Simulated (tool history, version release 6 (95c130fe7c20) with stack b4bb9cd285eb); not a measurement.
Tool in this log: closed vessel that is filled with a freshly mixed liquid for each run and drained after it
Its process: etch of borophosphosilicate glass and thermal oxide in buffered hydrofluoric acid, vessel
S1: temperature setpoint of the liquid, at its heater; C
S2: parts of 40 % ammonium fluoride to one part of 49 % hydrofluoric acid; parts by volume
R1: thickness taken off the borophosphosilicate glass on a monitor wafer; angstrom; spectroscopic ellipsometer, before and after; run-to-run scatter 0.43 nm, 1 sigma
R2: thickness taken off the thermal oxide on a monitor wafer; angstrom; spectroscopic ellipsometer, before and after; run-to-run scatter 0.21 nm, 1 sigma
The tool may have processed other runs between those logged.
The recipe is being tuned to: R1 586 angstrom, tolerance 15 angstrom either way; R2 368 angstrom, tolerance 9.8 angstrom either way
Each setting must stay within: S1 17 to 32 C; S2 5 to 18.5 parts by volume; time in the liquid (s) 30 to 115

Run 1, hour 0: S1 24 C, S2 11.5 parts by volume, time in the liquid (s) 60. Result: R1 833.37 angstrom, R2 523.69 angstrom.
Run 2, hour 1.4: S1 24 C, S2 10 parts by volume, time in the liquid (s) 60. Result: R1 953.66 angstrom, R2 601.51 angstrom.
Run 3, hour 10.3: S1 23 C, S2 10 parts by volume, time in the liquid (s) 60. Result: R1 900.43 angstrom, R2 568.48 angstrom.
Run 4, hour 14: S1 26.5 C, S2 10 parts by volume, time in the liquid (s) 60. Result: R1 1095.6 angstrom, R2 677.98 angstrom.
Run 5, hour 18.7: S1 23.5 C, S2 10 parts by volume, time in the liquid (s) 60. Result: R1 920.33 angstrom, R2 583.35 angstrom.
Run 6, hour 23.4: S1 23 C, S2 10 parts by volume, time in the liquid (s) 60. Result: R1 907.08 angstrom, R2 564.53 angstrom.
Run 7, hour 30.4: S1 22.5 C, S2 10 parts by volume, time in the liquid (s) 60. Result: R1 886.18 angstrom, R2 557.07 angstrom.
Run 8, hour 32.5: S1 22 C, S2 10 parts by volume, time in the liquid (s) 60. Result: R1 860.44 angstrom, R2 538.56 angstrom.
Run 9, hour 36.4: S1 21.5 C, S2 10 parts by volume, time in the liquid (s) 60. Result: R1 826.55 angstrom, R2 515.7 angstrom.
At hour 38.6: thermometer replaced.
Run 10, hour 38.6: S1 21 C, S2 10 parts by volume, time in the liquid (s) 60. Result: R1 880.04 angstrom, R2 548.3 angstrom.
Run 11, hour 45.6: S1 20.5 C, S2 10.5 parts by volume, time in the liquid (s) 60. Result: R1 800.62 angstrom, R2 507.93 angstrom.
Run 12, hour 51.6: S1 20 C, S2 11 parts by volume, time in the liquid (s) 60. Result: R1 758.35 angstrom, R2 466.91 angstrom.
Run 13, hour 54.1: S1 19 C, S2 12 parts by volume, time in the liquid (s) 60. Result: R1 643.73 angstrom, R2 407.22 angstrom.

Exactly one of the 4 candidate moves below puts every result within its allowed miss. Which one?
Run A, hour 56.6: S1 18.5 C, S2 13 parts by volume, time in the liquid (s) 60. Result: R1 ?, R2 ?.
Run B, hour 56.6: S1 19.5 C, S2 7 parts by volume, time in the liquid (s) 40. Result: R1 ?, R2 ?.
Run C, hour 56.6: S1 19.5 C, S2 18.5 parts by volume, time in the liquid (s) 95. Result: R1 ?, R2 ?.
Run D, hour 56.6: S1 18 C, S2 7 parts by volume, time in the liquid (s) 40. Result: R1 ?, R2 ?.

move      R1      R2
   A  586.04  370.95
   B  753.64  474.32
   C  692.03  439.09
   D  693.45  435.85
A: hits every target within its allowed miss
B: misses by more than the last run did
C: misses by more than the last run did
D: misses by more than the last run did
The move that meets every target is A.
